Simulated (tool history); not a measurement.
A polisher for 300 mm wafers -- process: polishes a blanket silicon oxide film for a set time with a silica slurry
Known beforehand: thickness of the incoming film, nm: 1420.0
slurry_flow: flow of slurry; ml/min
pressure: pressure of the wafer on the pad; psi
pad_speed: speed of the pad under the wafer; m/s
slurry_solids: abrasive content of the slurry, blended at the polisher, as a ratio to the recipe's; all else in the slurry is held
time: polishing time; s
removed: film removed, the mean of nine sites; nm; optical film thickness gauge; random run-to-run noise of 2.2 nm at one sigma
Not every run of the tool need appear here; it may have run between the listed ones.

Run 1, hour 0.0: slurry_flow 315 ml/min, pressure 5.1 psi, pad_speed 0.98 m/s, slurry_solids 1.0, time 94 s. Result: removed 340.99 nm.
Run 2, hour 6.6: slurry_flow 360 ml/min, pressure 5.1 psi, pad_speed 0.98 m/s, slurry_solids 1.0, time 94 s. Result: removed 348.76 nm.
Run 3, hour 13.5: slurry_flow 430 ml/min, pressure 5.1 psi, pad_speed 0.98 m/s, slurry_solids 1.0, time 94 s. Result: removed 351.44 nm.
Run 4, hour 21.5: slurry_flow 430 ml/min, pressure 4.8 psi, pad_speed 0.98 m/s, slurry_solids 1.0, time 94 s. Result: removed 330.02 nm.
Run 5, hour 26.0: slurry_flow 430 ml/min, pressure 4.6 psi, pad_speed 0.98 m/s, slurry_solids 1.0, time 94 s. Result: removed 321.66 nm.
Run 6, hour 29.8: slurry_flow 430 ml/min, pressure 5.4 psi, pad_speed 0.98 m/s, slurry_solids 1.0, time 94 s. Result: removed 360.89 nm.

Run 7, settings as shown, results not yet in. Your forecast:
Run 7, hour 38.0: slurry_flow 430 ml/min, pressure 5.0 psi, pad_speed 0.98 m/s, slurry_solids 1.0, time 94 s. Result: removed ?.

{"run 7": {"removed": 348.08}}

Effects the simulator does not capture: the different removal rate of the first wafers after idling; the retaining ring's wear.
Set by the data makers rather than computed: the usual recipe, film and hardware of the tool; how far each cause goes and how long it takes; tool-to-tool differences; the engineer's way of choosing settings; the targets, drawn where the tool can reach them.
